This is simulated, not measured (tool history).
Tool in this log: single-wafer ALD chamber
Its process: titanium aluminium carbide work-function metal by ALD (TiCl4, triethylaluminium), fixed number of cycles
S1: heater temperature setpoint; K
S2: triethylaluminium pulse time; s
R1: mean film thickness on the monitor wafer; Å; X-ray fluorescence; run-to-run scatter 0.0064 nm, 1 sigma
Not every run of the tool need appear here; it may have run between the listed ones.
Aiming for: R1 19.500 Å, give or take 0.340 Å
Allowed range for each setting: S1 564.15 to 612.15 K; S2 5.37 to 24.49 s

run 1 hour=0.0 | S1=588.15 S2=14.93 | R1=21.469
run 2 hour=1.3 | S1=583.15 S2=14.93 | R1=20.847
run 3 hour=6.0 | S1=590.15 S2=14.93 | R1=21.605
run 4 hour=12.4 | S1=590.15 S2=11.19 | R1=21.254
run 5 hour=13.3 | S1=579.15 S2=11.19 | R1=20.285
run 6 hour=15.3 | S1=579.15 S2=8.74 | R1=20.040
run 7 hour=17.8 | S1=578.15 S2=8.59 | R1=19.989
run 8 hour=23.9 | S1=578.15 S2=8.59 | R1=19.880

Below are 4 possible settings for the next run. Only one of them brings all results inside the allowed miss of their targets. Which is it?
run A hour=30.0 | S1=573.15 S2=9.11 | R1=?
run B hour=30.0 | S1=583.15 S2=8.08 | R1=?
run C hour=30.0 | S1=582.15 S2=9.39 | R1=?
run D hour=30.0 | S1=577.15 S2=13.06 | R1=?

move=A R1=19.505
move=B R1=20.328
move=C R1=20.420
move=D R1=20.216
A: hits every target within its allowed miss
B: further off than the last run
C: further off than the last run
D: further off than the last run
Correct choice: A, which meets every target
